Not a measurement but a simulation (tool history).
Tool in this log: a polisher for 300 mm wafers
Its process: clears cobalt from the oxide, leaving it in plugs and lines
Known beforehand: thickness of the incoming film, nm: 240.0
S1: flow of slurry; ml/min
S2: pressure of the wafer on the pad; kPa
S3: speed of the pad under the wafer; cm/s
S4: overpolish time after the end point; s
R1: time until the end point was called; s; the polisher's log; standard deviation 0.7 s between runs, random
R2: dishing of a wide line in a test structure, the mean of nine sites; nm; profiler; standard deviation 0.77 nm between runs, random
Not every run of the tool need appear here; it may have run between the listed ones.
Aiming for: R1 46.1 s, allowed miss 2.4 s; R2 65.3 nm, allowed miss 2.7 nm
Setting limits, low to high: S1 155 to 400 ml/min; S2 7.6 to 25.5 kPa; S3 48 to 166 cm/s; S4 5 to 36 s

{"run": 1, "day": 0.0, "S1": 255, "S2": 16.5, "S3": 106, "S4": 18, "R1": 53.035, "R2": 52.07}
{"run": 2, "day": 0.246, "S1": 200, "S2": 16.5, "S3": 106, "S4": 18, "R1": 53.633, "R2": 50.047}
{"run": 3, "day": 0.462, "S1": 175, "S2": 16.5, "S3": 106, "S4": 18, "R1": 55.712, "R2": 50.878}
{"run": 4, "day": 0.633, "S1": 175, "S2": 16.5, "S3": 134, "S4": 18, "R1": 45.51, "R2": 54.371}
{"run": 5, "day": 0.921, "S1": 175, "S2": 16.5, "S3": 134, "S4": 20, "R1": 45.315, "R2": 56.464}
{"day": 1.104, "done": "worn pad replaced by a new one"}
{"run": 6, "day": 1.104, "S1": 175, "S2": 16.5, "S3": 134, "S4": 22, "R1": 42.407, "R2": 61.289}
{"run": 7, "day": 1.475, "S1": 175, "S2": 15.9, "S3": 132, "S4": 23, "R1": 45.437, "R2": 61.285}
{"run": 8, "day": 1.567, "S1": 175, "S2": 15.9, "S3": 132, "S4": 24, "R1": 44.008, "R2": 61.5}

Which single option among these 4 for the next run brings every result within its allowed miss of target? Just one does.
{"run": "A", "day": 1.658, "S1": 155, "S2": 20, "S3": 100, "S4": 29, "R1": "?", "R2": "?"}
{"run": "B", "day": 1.658, "S1": 155, "S2": 15.2, "S3": 118, "S4": 24, "R1": "?", "R2": "?"}
{"run": "C", "day": 1.658, "S1": 160, "S2": 11.7, "S3": 146, "S4": 32, "R1": "?", "R2": "?"}
{"run": "D", "day": 1.658, "S1": 160, "S2": 15.2, "S3": 120, "S4": 25, "R1": "?", "R2": "?"}

move=A R1=47.301 R2=63.027
move=B R1=51.308 R2=57.76
move=C R1=51.596 R2=63.271
move=D R1=50.379 R2=59.026
A: all results land within tolerance of their targets
B: lands further from the targets than the last run did
C: brings the last run's worst result on target, with another outside its allowed miss
D: lands further from the targets than the last run did
Correct choice: A, which meets every target
